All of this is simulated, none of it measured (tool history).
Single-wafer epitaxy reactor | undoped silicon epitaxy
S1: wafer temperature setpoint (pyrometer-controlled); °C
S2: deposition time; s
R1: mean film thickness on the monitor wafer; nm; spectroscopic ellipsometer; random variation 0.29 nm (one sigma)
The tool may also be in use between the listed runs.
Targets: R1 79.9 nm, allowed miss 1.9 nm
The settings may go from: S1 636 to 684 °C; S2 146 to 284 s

run,hour,S1,S2,R1
1,0,660,215,45.269
2,7.8,668,215,52.697
3,9.6,675,215,60.039
4,11.4,668,215,53.033
5,17.9,668,194,47.615
6,25.5,673,206,55.745
7,30.2,676,215,61.235
8,33.9,678,222,65.789

5 next moves are on the table. One of them brings every result within its allowed miss. Which?
A,37.6,671,211,?
B,37.6,684,250,?
C,37.6,684,239,?
D,37.6,675,224,?
E,37.6,684,223,?

move,R1
A,54.552
B,82.438
C,78.81
D,62.455
E,73.534
A: further off than the last run
B: takes the result that was furthest off past its target
C: meets every target
D: further off than the last run
E: nearer than the last run, and not there yet
Move C is the one to make.

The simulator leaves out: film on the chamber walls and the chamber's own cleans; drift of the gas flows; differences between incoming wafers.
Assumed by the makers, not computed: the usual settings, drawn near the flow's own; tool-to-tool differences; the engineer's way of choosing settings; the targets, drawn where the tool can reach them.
